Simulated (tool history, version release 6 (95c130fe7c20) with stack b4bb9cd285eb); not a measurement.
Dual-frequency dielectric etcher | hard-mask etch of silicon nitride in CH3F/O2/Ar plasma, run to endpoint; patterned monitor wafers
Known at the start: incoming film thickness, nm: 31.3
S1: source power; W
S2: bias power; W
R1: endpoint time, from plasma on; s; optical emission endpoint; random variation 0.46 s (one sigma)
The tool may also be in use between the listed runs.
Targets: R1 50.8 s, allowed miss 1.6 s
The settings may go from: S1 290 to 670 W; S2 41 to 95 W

run,day,S1,S2,R1
1,0,480,68,44.358
2,0.258,460,67,45.58
3,0.404,460,72,44.163
4,0.638,460,79,42.25
5,0.996,440,77,44.551
6,1.338,370,77,46.096
7,1.367,360,76,47.361
8,1.6,350,75,47.93
9,1.933,340,75,48.518

5 next moves are on the table. One of them brings every result within its allowed miss. Which?
A,2.267,330,69,?
B,2.267,290,64,?
C,2.267,330,84,?
D,2.267,290,62,?
E,2.267,380,69,?

move,R1
A,50.413
B,54.183
C,47.227
D,54.735
E,47.835
A: meets every target
B: takes the result that was furthest off past its target
C: further off than the last run
D: takes the result that was furthest off past its target
E: further off than the last run
Move A is the one to make.

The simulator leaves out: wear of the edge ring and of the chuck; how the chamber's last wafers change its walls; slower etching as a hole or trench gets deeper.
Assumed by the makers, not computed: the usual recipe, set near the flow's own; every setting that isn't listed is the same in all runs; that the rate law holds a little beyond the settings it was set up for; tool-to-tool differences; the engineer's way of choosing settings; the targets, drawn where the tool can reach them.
